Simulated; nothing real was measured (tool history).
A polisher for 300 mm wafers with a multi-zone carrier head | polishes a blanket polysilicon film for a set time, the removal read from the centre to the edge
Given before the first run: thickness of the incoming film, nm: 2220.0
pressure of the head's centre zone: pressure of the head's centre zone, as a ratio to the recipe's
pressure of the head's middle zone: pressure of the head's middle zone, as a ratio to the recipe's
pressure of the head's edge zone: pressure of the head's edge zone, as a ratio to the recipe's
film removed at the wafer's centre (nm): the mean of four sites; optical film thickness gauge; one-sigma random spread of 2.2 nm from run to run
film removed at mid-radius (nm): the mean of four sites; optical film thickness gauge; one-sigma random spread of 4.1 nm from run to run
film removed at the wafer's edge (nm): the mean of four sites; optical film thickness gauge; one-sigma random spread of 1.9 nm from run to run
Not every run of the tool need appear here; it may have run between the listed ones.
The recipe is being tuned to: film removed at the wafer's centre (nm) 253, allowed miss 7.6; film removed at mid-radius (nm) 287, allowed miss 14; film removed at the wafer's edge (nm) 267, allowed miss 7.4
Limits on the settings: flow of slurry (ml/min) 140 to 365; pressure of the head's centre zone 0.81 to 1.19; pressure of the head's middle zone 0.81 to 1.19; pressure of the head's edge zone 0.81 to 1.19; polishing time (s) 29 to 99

run,hour,flow of slurry (ml/min),pressure of the head's centre zone,pressure of the head's middle zone,pressure of the head's edge zone,polishing time (s),film removed at the wafer's centre (nm),film removed at mid-radius (nm),film removed at the wafer's edge (nm)
1,0,235,1,1,1,64,443.35,420.05,422.56
2,0.5,230,0.97,1,0.97,60,403.19,393.7,388.71
3,5.6,230,0.97,1,0.9,60,404.19,398.03,379.8
4,11.6,230,0.93,1,0.9,60,388.26,390.97,380.78
5,17.8,230,0.93,0.93,0.9,60,388.65,380.69,374.97
6,18.8,205,0.93,0.93,0.9,60,377.83,365.97,372.72
7,22.5,210,0.91,0.94,0.89,56,350.02,351.54,349.45
8,23.1,210,0.9,0.95,0.88,53,327.82,328.97,327.77
9,24.5,210,0.88,0.97,0.87,51,304.44,321.68,317.5
10,26.2,210,0.88,0.97,0.87,51,311.49,322.73,314.9
11,29.7,205,0.87,0.98,0.86,50,298.86,323.26,306.18
12,34.9,200,0.86,0.98,0.85,49,288.73,309.23,298.4
# hour 35.5: centre zone pressure recalibrated
13,35.5,195,0.85,0.99,0.84,48,263.41,302.28,289.54
14,41.9,195,0.86,0.99,0.83,47,264.46,302.32,283.12
15,49.9,190,0.87,0.99,0.83,47,268.08,300.38,281.78
16,57.3,185,0.87,0.99,0.83,47,265.76,297.18,281.94
17,57.9,180,0.87,0.99,0.83,47,263.34,303.19,282.92
18,66.1,180,0.87,0.99,0.83,46,261.25,284.02,277.11
19,69.7,180,0.87,1,0.83,46,256.53,292.22,274.04

5 next moves are on the table. One of them brings every result within its allowed miss. Which?
A,73.3,165,0.86,0.99,0.81,49,?,?,?
B,73.3,235,0.81,1.02,0.86,47,?,?,?
C,73.3,180,0.87,0.99,0.81,45,?,?,?
D,73.3,170,0.87,0.92,0.92,47,?,?,?
E,73.3,170,0.81,0.99,0.93,46,?,?,?

move,film removed at the wafer's centre (nm),film removed at mid-radius (nm),film removed at the wafer's edge (nm)
A,265.98,308.71,288.56
B,248.55,311.26,290.67
C,249.29,285.7,266.53
D,258.8,283.45,293.88
E,235.75,290.61,288.87
A: further off than the last run
B: further off than the last run
C: all results land within tolerance of their targets
D: further off than the last run
E: further off than the last run
C is the move that brings every result within its allowed miss.

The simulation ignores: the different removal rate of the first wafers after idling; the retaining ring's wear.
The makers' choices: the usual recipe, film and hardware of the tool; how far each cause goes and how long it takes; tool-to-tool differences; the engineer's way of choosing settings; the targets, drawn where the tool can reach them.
